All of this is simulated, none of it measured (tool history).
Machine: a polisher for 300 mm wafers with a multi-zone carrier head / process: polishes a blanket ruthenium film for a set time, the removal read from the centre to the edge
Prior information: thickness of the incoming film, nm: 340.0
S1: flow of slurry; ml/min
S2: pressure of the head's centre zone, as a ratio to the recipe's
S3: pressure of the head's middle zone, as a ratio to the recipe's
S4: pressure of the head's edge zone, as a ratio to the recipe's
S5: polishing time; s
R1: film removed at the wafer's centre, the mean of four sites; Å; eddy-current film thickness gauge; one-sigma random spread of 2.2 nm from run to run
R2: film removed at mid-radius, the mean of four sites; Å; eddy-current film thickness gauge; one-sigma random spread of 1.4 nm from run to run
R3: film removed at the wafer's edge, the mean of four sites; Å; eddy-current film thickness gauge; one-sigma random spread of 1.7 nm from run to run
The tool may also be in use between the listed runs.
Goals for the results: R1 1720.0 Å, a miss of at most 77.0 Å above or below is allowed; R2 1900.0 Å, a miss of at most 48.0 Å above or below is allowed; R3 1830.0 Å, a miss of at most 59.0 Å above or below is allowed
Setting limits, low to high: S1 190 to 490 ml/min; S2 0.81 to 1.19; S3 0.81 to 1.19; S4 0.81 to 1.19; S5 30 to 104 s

run,day,S1,S2,S3,S4,S5,R1,R2,R3
1,0.000,315,1.00,1.00,1.00,67,1352.3,1331.6,1295.7
2,0.192,315,1.00,1.00,0.93,67,1316.9,1326.6,1239.0
3,0.362,315,1.00,1.00,0.93,73,1415.5,1445.7,1376.8
4,0.671,315,1.04,1.00,0.93,73,1495.7,1444.8,1372.1
5,1.008,315,1.04,1.00,0.87,73,1479.5,1442.8,1313.3
6,1.112,315,1.04,0.92,0.87,73,1507.3,1355.0,1311.2
7,1.338,335,1.00,1.02,0.97,89,1759.1,1812.2,1717.0
8,1.496,330,0.99,1.03,0.99,89,1723.8,1826.9,1732.9
9,1.792,330,0.98,1.04,1.01,89,1775.3,1818.3,1728.7
10,2.167,335,0.96,1.05,1.03,90,1712.1,1875.1,1758.9

Next run, 4 choices. One meets every target within its allowed miss, the rest don't. Which?
A,2.542,380,0.81,0.99,1.19,96,?,?,?
B,2.542,340,0.93,1.03,1.05,93,?,?,?
C,2.542,415,0.89,1.07,1.11,95,?,?,?
D,2.542,360,0.91,1.07,1.00,95,?,?,?

move,R1,R2,R3
A,1589.0,1918.0,2021.5
B,1731.9,1904.1,1824.1
C,1727.4,2039.5,1937.1
D,1743.1,2018.6,1824.8
A: takes the result that was furthest off past its target
B: every result lands within tolerance
C: takes the result that was furthest off past its target
D: gets the furthest-off result to its target, but another result is out of tolerance
Answer: B
